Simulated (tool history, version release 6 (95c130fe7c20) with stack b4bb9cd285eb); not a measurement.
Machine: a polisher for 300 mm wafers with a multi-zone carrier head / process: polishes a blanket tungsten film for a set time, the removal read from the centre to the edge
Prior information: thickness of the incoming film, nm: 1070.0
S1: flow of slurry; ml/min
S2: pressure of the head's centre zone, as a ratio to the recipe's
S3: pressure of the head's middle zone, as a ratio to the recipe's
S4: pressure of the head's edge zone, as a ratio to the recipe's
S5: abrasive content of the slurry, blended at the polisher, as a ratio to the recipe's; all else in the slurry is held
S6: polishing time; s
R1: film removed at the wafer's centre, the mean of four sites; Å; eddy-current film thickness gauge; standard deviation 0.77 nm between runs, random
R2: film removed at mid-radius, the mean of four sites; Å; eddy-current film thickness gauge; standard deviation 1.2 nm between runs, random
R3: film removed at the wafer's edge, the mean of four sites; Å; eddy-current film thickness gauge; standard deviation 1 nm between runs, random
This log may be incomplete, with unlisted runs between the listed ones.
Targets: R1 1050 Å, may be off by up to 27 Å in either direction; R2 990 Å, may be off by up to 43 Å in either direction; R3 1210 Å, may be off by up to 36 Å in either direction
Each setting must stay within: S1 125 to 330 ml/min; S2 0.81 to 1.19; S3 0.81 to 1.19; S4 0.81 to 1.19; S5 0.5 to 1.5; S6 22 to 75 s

run 1 day=0 | S1=210 S2=1 S3=1 S4=1 S5=1 S6=48 | R1=1890.9 R2=1841.8 R3=1856.8
run 2 day=0.133 | S1=210 S2=1 S3=1 S4=1 S5=1 S6=52 | R1=2024.6 R2=1984.2 R3=1986.9
run 3 day=0.296 | S1=195 S2=0.96 S3=0.95 S4=1 S5=0.85 S6=47 | R1=1719.6 R2=1655.1 R3=1746.3
run 4 day=0.325 | S1=195 S2=0.96 S3=0.91 S4=1 S5=0.85 S6=47 | R1=1697.8 R2=1616.7 R3=1777.2
run 5 day=0.371 | S1=195 S2=0.96 S3=0.91 S4=1 S5=0.75 S6=47 | R1=1685.9 R2=1592.2 R3=1708.4
run 6 day=0.6 | S1=195 S2=0.96 S3=0.91 S4=1 S5=0.9 S6=47 | R1=1750.4 R2=1609.4 R3=1753.3
run 7 day=0.871 | S1=180 S2=0.93 S3=0.88 S4=1.01 S5=0.8 S6=43 | R1=1467.6 R2=1400.8 R3=1570.8
run 8 day=0.925 | S1=170 S2=0.92 S3=0.86 S4=1.03 S5=0.75 S6=40 | R1=1332.7 R2=1245.1 R3=1465.6
run 9 day=0.979 | S1=160 S2=0.91 S3=0.85 S4=1.03 S5=0.7 S6=38 | R1=1203.9 R2=1162 R3=1361.2
run 10 day=1.329 | S1=155 S2=0.91 S3=0.84 S4=1.04 S5=0.65 S6=37 | R1=1162.3 R2=1075.5 R3=1319.6
run 11 day=1.538 | S1=150 S2=0.9 S3=0.83 S4=1.03 S5=0.6 S6=37 | R1=1123.5 R2=1050.8 R3=1275.1
run 12 day=1.6 | S1=145 S2=0.89 S3=0.82 S4=1.02 S5=0.6 S6=37 | R1=1093.9 R2=1044 R3=1261.9
run 13 day=1.933 | S1=140 S2=0.89 S3=0.82 S4=1.02 S5=0.6 S6=37 | R1=1097.7 R2=1020.3 R3=1268.1

Pick the move, out of 4, that brings all results within their allowed miss; only one does.
run A day=2.267 | S1=135 S2=0.88 S3=0.88 S4=0.97 S5=0.55 S6=37 | R1=? R2=? R3=?
run B day=2.267 | S1=135 S2=1.01 S3=0.81 S4=0.99 S5=0.6 S6=36 | R1=? R2=? R3=?
run C day=2.267 | S1=130 S2=0.85 S3=0.84 S4=1.05 S5=0.5 S6=36 | R1=? R2=? R3=?
run D day=2.267 | S1=155 S2=0.87 S3=0.81 S4=0.99 S5=0.95 S6=33 | R1=? R2=? R3=?

move=A R1=1067 R2=1064.4 R3=1208.5
move=B R1=1207 R2=978.82 R3=1203.2
move=C R1=978.59 R2=974.63 R3=1198.8
move=D R1=1060.9 R2=996.52 R3=1213.1
A: the worst result of the last run now meets its target, but another is out of spec
B: moves away from the targets compared with the last run
C: moves the result that the last run missed by most past its target, out the other side
D: in spec on every target
The right move is D.
